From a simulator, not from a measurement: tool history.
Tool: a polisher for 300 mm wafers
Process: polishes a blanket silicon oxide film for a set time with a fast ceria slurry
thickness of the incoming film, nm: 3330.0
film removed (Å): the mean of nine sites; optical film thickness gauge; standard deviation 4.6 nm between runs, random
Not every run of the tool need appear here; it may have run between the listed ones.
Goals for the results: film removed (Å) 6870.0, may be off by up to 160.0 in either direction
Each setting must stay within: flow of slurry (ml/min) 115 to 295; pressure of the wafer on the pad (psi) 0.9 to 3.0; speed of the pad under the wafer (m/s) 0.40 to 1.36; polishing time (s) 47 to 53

run    day  flow of slurry (ml/min)  pressure of the wafer on the pad (psi)  speed of the pad under the wafer (m/s)  polishing time (s)  film removed (Å)
  1  0.000                      190                                     1.9                                    0.88                  53            5340.2
  2  0.200                      190                                     1.9                                    0.88                  47            4743.4
  3  0.404                      145                                     1.9                                    0.88                  47            4625.5
  4  0.433                      145                                     1.5                                    0.88                  47            4027.6
  5  0.458                      145                                     1.5                                    1.06                  47            4724.7
  6  0.775                      145                                     1.8                                    1.06                  47            5223.9
  7  1.146                      155                                     1.9                                    1.06                  47            5501.5
  8  1.433                      160                                     2.0                                    1.06                  47            5696.9
  9  1.767                      165                                     2.0                                    1.06                  47            5751.3
 10  2.096                      170                                     2.0                                    1.06                  47            5778.9
 11  2.300                      175                                     2.0                                    1.06                  47            5773.0
 12  2.333                      180                                     2.0                                    1.06                  47            5788.8
 13  2.450                      185                                     2.0                                    1.06                  47            5815.8
 14  2.812                      190                                     2.0                                    1.06                  47            5853.4
 15  2.921                      195                                     2.0                                    1.06                  47            5806.8
 16  2.971                      195                                     2.2                                    1.06                  47            6215.3
 17  3.033                      205                                     2.4                                    1.06                  47            6566.5

5 next moves are on the table. One of them brings every result within its allowed miss. Which?
  A  3.096                      205                                     2.4                                    1.10                  50                 ?
  B  3.096                      175                                     2.2                                    1.00                  52                 ?
  C  3.096                      255                                     2.0                                    1.08                  53                 ?
  D  3.096                      190                                     2.4                                    1.10                  50                 ?
  E  3.096                      195                                     2.1                                    1.04                  48                 ?

move  film removed (Å)
   A            7274.7
   B            6435.7
   C            6803.2
   D            7227.6
   E            6018.2
A: takes the biggest miss from the last run beyond its target
B: further off than the last run
C: in spec on every target
D: takes the biggest miss from the last run beyond its target
E: further off than the last run
C meets every target.
